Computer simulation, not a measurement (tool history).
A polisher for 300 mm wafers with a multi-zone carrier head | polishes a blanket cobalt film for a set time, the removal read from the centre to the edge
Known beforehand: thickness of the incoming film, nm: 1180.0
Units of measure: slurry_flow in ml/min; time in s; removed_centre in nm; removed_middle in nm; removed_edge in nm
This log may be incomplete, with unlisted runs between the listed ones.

| run | hour | slurry_flow | centre_zone | middle_zone | edge_zone | time | removed_centre | removed_middle | removed_edge |
|---|---|---|---|---|---|---|---|---|---|
| 1 | 0 | 220 | 1 | 1 | 1 | 60 | 502.48 | 504.18 | 495.66 |
| 2 | 0.5 | 220 | 1 | 1.03 | 1 | 60 | 493.72 | 516.87 | 488.16 |
| 3 | 4.7 | 165 | 1 | 1.03 | 1 | 60 | 462.51 | 494.35 | 477.17 |
| 4 | 9.5 | 160 | 0.97 | 1.02 | 0.99 | 54 | 414.77 | 438.72 | 428.7 |
| 5 | 14.9 | 155 | 0.94 | 1.03 | 1 | 49 | 361.14 | 396.47 | 385.32 |
| 6 | 16.1 | 155 | 0.94 | 1.03 | 0.94 | 49 | 358.94 | 397.87 | 372.6 |
| 7 | 22.4 | 135 | 0.84 | 0.94 | 0.93 | 32 | 203.72 | 232.94 | 238.66 |

The next listed run, before its measurement:
| 8 | 28.1 | 155 | 0.84 | 0.95 | 0.95 | 32 | ? | ? | ? |

For run 8 the tool returned removed_centre 211.3 nm, removed_middle 243.02 nm, removed_edge 250.12 nm.

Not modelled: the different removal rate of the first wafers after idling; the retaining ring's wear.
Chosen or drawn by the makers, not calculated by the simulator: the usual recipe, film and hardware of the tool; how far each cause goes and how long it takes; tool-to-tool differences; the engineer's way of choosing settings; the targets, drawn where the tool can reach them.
